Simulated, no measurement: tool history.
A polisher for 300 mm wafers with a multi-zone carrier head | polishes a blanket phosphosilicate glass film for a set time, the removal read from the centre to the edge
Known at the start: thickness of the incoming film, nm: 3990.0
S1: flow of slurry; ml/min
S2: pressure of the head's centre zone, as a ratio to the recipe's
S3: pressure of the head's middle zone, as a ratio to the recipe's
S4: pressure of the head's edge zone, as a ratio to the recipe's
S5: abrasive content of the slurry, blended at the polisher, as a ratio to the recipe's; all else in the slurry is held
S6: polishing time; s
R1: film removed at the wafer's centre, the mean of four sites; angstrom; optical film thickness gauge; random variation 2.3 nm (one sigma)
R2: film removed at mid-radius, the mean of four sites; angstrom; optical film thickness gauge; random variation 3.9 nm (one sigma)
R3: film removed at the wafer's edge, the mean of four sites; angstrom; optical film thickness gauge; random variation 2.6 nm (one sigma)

run	day	S1	S2	S3	S4	S5	S6	R1	R2	R3
1	0	130	1	1	1	1	37	4552.6	4552	4586.2
2	0.308	130	1.08	1	1	1	37	4875.7	4535.1	4606.8
3	0.65	125	1.04	1.03	0.97	0.9	34	4122.1	4069.1	4004.3
4	0.846	125	1.01	1.06	0.94	0.8	31	3342.6	3611.4	3411.6
5	1.171	125	1.01	1.06	0.94	0.6	31	2917.2	3046.5	2886.2
6	1.2	125	0.94	1.06	0.94	0.6	31	2652.2	3099.7	2893
# day 1.233: edge zone pressure recalibrated
7	1.233	100	0.94	1.13	0.84	0.5	29	2089.5	2487.2	2123.4
8	1.275	135	0.93	1.14	0.89	0.5	29	2256.1	2656.5	2307.2
9	1.625	140	0.93	1.15	0.89	0.5	29	2260.4	2772.1	2337.7

Forecast run 10:
10	1.712	145	0.93	1.15	0.89	0.5	29	?	?	?

{"run 10": {"R1": 2311.2, "R2": 2816.4, "R3": 2314}}
